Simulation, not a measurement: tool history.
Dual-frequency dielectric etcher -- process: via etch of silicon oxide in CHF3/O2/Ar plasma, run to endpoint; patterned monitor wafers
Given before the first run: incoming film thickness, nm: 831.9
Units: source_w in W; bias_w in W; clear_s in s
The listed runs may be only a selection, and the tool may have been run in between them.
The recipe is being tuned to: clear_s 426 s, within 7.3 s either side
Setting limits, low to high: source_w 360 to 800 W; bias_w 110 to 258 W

Run 1, day 0: source_w 580 W, bias_w 184 W. Result: clear_s 477.98 s.
Run 2, day 0.112: source_w 500 W, bias_w 184 W. Result: clear_s 514.38 s.
Run 3, day 0.2: source_w 530 W, bias_w 185 W. Result: clear_s 499.68 s.
Run 4, day 0.388: source_w 490 W, bias_w 185 W. Result: clear_s 518.44 s.
Run 5, day 0.625: source_w 530 W, bias_w 186 W. Result: clear_s 501.57 s.
Run 6, day 0.683: source_w 560 W, bias_w 187 W. Result: clear_s 482.71 s.
At day 1.029: bias power generator calibrated.
Run 7, day 1.029: source_w 580 W, bias_w 188 W. Result: clear_s 466.55 s.
Run 8, day 1.092: source_w 590 W, bias_w 188 W. Result: clear_s 465.46 s.
Run 9, day 1.446: source_w 600 W, bias_w 188 W. Result: clear_s 456.96 s.
Run 10, day 1.738: source_w 610 W, bias_w 188 W. Result: clear_s 457.31 s.
Run 11, day 1.792: source_w 620 W, bias_w 188 W. Result: clear_s 452.87 s.

4 next moves are on the table. One of them brings every result within its allowed miss. Which?
Run A, day 1.846: source_w 570 W, bias_w 194 W. Result: clear_s ?.
Run B, day 1.846: source_w 590 W, bias_w 204 W. Result: clear_s ?.
Run C, day 1.846: source_w 490 W, bias_w 194 W. Result: clear_s ?.
Run D, day 1.846: source_w 650 W, bias_w 210 W. Result: clear_s ?.

move  clear_s
   A   470.95
   B    455.1
   C   508.12
   D    430.1
A: moves away from the targets compared with the last run
B: moves away from the targets compared with the last run
C: moves away from the targets compared with the last run
D: every result within its allowed miss
Move D is the one to make.
